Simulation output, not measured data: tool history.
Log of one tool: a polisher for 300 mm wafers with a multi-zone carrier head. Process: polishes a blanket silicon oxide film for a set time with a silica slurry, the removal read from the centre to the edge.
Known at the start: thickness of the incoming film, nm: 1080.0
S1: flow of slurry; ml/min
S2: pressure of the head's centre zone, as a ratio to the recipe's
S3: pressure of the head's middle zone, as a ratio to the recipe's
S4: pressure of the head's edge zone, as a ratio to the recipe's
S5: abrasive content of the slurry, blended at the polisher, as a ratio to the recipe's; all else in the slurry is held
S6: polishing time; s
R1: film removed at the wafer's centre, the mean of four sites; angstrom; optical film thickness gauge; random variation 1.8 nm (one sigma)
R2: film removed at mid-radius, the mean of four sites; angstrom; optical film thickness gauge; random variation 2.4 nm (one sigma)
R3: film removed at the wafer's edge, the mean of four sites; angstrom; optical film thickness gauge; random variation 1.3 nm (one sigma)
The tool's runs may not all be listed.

Run 1, day 0.000: S1 140 ml/min, S2 1.00, S3 1.00, S4 1.00, S5 1.00, S6 36 s. Result: R1 1223.0 angstrom, R2 1276.4 angstrom, R3 1263.4 angstrom.
Run 2, day 0.346: S1 150 ml/min, S2 1.02, S3 1.02, S4 1.01, S5 1.05, S6 36 s. Result: R1 1305.6 angstrom, R2 1359.1 angstrom, R3 1290.0 angstrom.
Run 3, day 0.525: S1 150 ml/min, S2 1.02, S3 1.02, S4 1.01, S5 1.25, S6 36 s. Result: R1 1381.1 angstrom, R2 1425.1 angstrom, R3 1383.4 angstrom.
Run 4, day 0.675: S1 160 ml/min, S2 1.03, S3 1.03, S4 1.02, S5 1.25, S6 36 s. Result: R1 1443.2 angstrom, R2 1455.7 angstrom, R3 1430.3 angstrom.
Run 5, day 0.750: S1 195 ml/min, S2 1.03, S3 1.03, S4 1.02, S5 1.25, S6 36 s. Result: R1 1465.3 angstrom, R2 1472.8 angstrom, R3 1452.9 angstrom.
Run 6, day 0.946: S1 195 ml/min, S2 1.03, S3 0.97, S4 1.02, S5 1.25, S6 36 s. Result: R1 1509.2 angstrom, R2 1422.7 angstrom, R3 1453.8 angstrom.
Run 7, day 1.204: S1 195 ml/min, S2 1.04, S3 1.00, S4 1.01, S5 1.25, S6 36 s. Result: R1 1502.2 angstrom, R2 1522.9 angstrom, R3 1441.6 angstrom.
Run 8, day 1.542: S1 195 ml/min, S2 1.05, S3 1.01, S4 1.01, S5 1.25, S6 36 s. Result: R1 1497.4 angstrom, R2 1489.3 angstrom, R3 1435.2 angstrom.
Run 9, day 1.562: S1 195 ml/min, S2 1.06, S3 1.02, S4 1.01, S5 1.25, S6 36 s. Result: R1 1531.8 angstrom, R2 1467.2 angstrom, R3 1468.8 angstrom.

Run 10 comes next. What will it give?
Run 10, day 1.888: S1 195 ml/min, S2 1.06, S3 1.03, S4 0.99, S5 1.30, S6 36 s. Result: R1 ?, R2 ?, R3 ?.

{"run 10": {"R1": 1556.2, "R2": 1552.1, "R3": 1469.7}}
